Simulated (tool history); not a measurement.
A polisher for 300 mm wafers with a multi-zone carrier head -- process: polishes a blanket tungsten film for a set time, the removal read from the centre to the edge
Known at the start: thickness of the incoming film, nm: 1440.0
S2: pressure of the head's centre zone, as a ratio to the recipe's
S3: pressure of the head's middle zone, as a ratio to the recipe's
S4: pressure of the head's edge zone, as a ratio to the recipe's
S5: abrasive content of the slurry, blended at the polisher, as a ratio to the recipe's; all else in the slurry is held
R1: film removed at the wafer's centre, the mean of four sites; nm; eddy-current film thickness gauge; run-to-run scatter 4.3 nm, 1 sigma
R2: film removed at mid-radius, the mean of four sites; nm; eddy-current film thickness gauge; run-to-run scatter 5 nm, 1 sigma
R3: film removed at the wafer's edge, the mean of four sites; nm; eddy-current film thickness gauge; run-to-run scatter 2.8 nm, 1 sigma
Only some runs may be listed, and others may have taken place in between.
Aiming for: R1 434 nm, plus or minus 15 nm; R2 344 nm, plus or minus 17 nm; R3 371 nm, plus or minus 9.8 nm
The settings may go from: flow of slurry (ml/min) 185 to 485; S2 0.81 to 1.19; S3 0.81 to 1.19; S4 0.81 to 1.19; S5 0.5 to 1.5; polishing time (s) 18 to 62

Run 1, hour 0: flow of slurry (ml/min) 310, S2 1, S3 1, S4 1, S5 1, polishing time (s) 40. Result: R1 307.38 nm, R2 312.8 nm, R3 296.77 nm.
Run 2, hour 2.2: flow of slurry (ml/min) 320, S2 1.05, S3 0.98, S4 1.04, S5 1.15, polishing time (s) 40. Result: R1 336.72 nm, R2 314.07 nm, R3 316.53 nm.
Run 3, hour 6.3: flow of slurry (ml/min) 320, S2 1.05, S3 0.98, S4 0.99, S5 1.15, polishing time (s) 40. Result: R1 333.75 nm, R2 316.42 nm, R3 308.01 nm.
Run 4, hour 6.9: flow of slurry (ml/min) 320, S2 1.05, S3 0.98, S4 1.04, S5 1.15, polishing time (s) 40. Result: R1 337.76 nm, R2 299.77 nm, R3 316.95 nm.
Run 5, hour 13.8: flow of slurry (ml/min) 355, S2 1.05, S3 0.98, S4 1.04, S5 1.15, polishing time (s) 40. Result: R1 334.12 nm, R2 306.82 nm, R3 318.85 nm.
Run 6, hour 17.3: flow of slurry (ml/min) 390, S2 1.05, S3 0.98, S4 1.04, S5 1.15, polishing time (s) 40. Result: R1 338.8 nm, R2 319.37 nm, R3 316.64 nm.
Run 7, hour 22.9: flow of slurry (ml/min) 390, S2 1.09, S3 0.99, S4 1.06, S5 1.25, polishing time (s) 40. Result: R1 362.03 nm, R2 321.54 nm, R3 328.67 nm.
Run 8, hour 24.8: flow of slurry (ml/min) 390, S2 1.12, S3 1, S4 1.08, S5 1.3, polishing time (s) 40. Result: R1 377.57 nm, R2 333.13 nm, R3 333.76 nm.
Run 9, hour 30.2: flow of slurry (ml/min) 385, S2 1.14, S3 0.99, S4 1.1, S5 1.35, polishing time (s) 40. Result: R1 383.15 nm, R2 330.05 nm, R3 343.44 nm.
Run 10, hour 31.6: flow of slurry (ml/min) 390, S2 1.15, S3 0.98, S4 1.09, S5 1.4, polishing time (s) 41. Result: R1 403.31 nm, R2 336.54 nm, R3 356.67 nm.

Pick the move, out of 5, that brings all results within their allowed miss; only one does.
Run A, hour 33: flow of slurry (ml/min) 290, S2 1.04, S3 1.02, S4 1.02, S5 1.3, polishing time (s) 43. Result: R1 ?, R2 ?, R3 ?.
Run B, hour 33: flow of slurry (ml/min) 360, S2 0.99, S3 0.85, S4 1.08, S5 1.35, polishing time (s) 44. Result: R1 ?, R2 ?, R3 ?.
Run C, hour 33: flow of slurry (ml/min) 430, S2 1.19, S3 0.96, S4 1.13, S5 1.2, polishing time (s) 44. Result: R1 ?, R2 ?, R3 ?.
Run D, hour 33: flow of slurry (ml/min) 365, S2 1.06, S3 0.95, S4 1.12, S5 1.4, polishing time (s) 42. Result: R1 ?, R2 ?, R3 ?.
Run E, hour 33: flow of slurry (ml/min) 375, S2 1.1, S3 1.08, S4 1.08, S5 1.4, polishing time (s) 41. Result: R1 ?, R2 ?, R3 ?.

move      R1      R2      R3
   A  368.88  363.15  346.64
   B     368  330.08  372.97
   C  433.48  354.05  371.12
   D  380.78  347.17  365.89
   E  386.85  375.88  350.76
A: moves away from the targets compared with the last run
B: moves away from the targets compared with the last run
C: every result within its allowed miss
D: moves away from the targets compared with the last run
E: moves away from the targets compared with the last run
Correct choice: C, which meets every target

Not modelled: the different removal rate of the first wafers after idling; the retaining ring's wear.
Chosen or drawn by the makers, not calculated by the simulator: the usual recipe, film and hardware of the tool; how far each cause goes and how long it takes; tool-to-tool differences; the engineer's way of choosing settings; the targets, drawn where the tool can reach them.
